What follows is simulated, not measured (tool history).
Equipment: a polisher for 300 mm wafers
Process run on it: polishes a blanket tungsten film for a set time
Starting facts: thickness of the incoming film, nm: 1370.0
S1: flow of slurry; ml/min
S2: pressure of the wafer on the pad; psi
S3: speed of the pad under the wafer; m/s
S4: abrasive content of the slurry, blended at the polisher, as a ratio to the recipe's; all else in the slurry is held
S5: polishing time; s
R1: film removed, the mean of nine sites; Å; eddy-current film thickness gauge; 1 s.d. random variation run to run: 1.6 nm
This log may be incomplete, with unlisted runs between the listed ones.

{"run": 1, "day": 0.0, "S1": 205, "S2": 4.5, "S3": 1.4, "S4": 1, "S5": 37, "R1": 2241.2}
{"run": 2, "day": 0.096, "S1": 205, "S2": 5.3, "S3": 1.4, "S4": 1, "S5": 37, "R1": 2637.5}
{"run": 3, "day": 0.229, "S1": 160, "S2": 5.3, "S3": 1.4, "S4": 1, "S5": 37, "R1": 2499}
{"run": 4, "day": 0.6, "S1": 160, "S2": 5.9, "S3": 1.4, "S4": 1, "S5": 37, "R1": 2762.2}
{"run": 5, "day": 0.8, "S1": 155, "S2": 5.5, "S3": 1.4, "S4": 1, "S5": 37, "R1": 2596.6}
{"run": 6, "day": 1.029, "S1": 185, "S2": 5.5, "S3": 1.4, "S4": 1, "S5": 37, "R1": 2687.1}
{"day": 1.096, "done": "worn pad replaced by a new one"}
{"run": 7, "day": 1.096, "S1": 150, "S2": 4.2, "S3": 1.38, "S4": 1, "S5": 37, "R1": 2203.2}

Run 8 is up next; what results do you expect?
{"run": 8, "day": 1.462, "S1": 150, "S2": 4, "S3": 1.38, "S4": 1, "S5": 37, "R1": "?"}

R1: 2075.7 Å
